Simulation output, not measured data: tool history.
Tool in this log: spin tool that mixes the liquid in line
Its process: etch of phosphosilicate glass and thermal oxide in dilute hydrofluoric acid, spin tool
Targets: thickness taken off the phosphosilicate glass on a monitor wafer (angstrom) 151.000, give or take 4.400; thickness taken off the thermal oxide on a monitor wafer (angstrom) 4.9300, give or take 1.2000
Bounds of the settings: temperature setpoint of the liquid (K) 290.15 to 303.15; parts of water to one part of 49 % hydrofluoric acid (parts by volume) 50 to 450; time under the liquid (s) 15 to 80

run    day  temperature setpoint of the liquid (K)  parts of water to one part of 49 % hydrofluoric acid (parts by volume)  time under the liquid (s)  thickness taken off the phosphosilicate glass on a monitor wafer (angstrom)  thickness taken off the thermal oxide on a monitor wafer (angstrom)
  1  0.000                                  295.15                                                                     250                         40                                                                      186.420                                                               6.1351
  2  0.146                                  295.15                                                                     310                         40                                                                      142.040                                                               4.0653
  3  0.458                                  295.15                                                                     400                         40                                                                      101.540                                                               3.2793
  4  0.712                                  296.15                                                                     395                         40                                                                      106.330                                                               3.4573
  5  0.958                                  296.15                                                                     435                         40                                                                       93.989                                                               2.9679
  6  1.125                                  296.15                                                                     450                         40                                                                       89.363                                                               3.2971
  7  1.388                                  296.65                                                                     440                         40                                                                       93.654                                                               3.3548
  8  1.446                                  297.15                                                                     430                         40                                                                       97.537                                                               3.3903
  9  1.692                                  301.15                                                                     355                         40                                                                      144.380                                                               4.2602

Which one of the following 5 next-run settings gets every result inside its allowed miss? There is exactly one.
  A  1.938                                  300.65                                                                     325                         35                                                                            ?                                                                    ?
  B  1.938                                  302.15                                                                     415                         50                                                                            ?                                                                    ?
  C  1.938                                  300.15                                                                     445                         55                                                                            ?                                                                    ?
  D  1.938                                  296.65                                                                     390                         50                                                                            ?                                                                    ?
  E  1.938                                  300.15                                                                     355                         40                                                                            ?                                                                    ?

move  thickness taken off the phosphosilicate glass on a monitor wafer (angstrom)  thickness taken off the thermal oxide on a monitor wafer (angstrom)
   A                                                                      140.130                                                               4.4699
   B                                                                      150.290                                                               4.7939
   C                                                                      140.990                                                               4.4972
   D                                                                      137.420                                                               4.3834
   E                                                                      139.980                                                               4.4650
A: misses by more than the last run did
B: each result inside its tolerance
C: misses by more than the last run did
D: misses by more than the last run did
E: misses by more than the last run did
B is the move that brings every result within its allowed miss.

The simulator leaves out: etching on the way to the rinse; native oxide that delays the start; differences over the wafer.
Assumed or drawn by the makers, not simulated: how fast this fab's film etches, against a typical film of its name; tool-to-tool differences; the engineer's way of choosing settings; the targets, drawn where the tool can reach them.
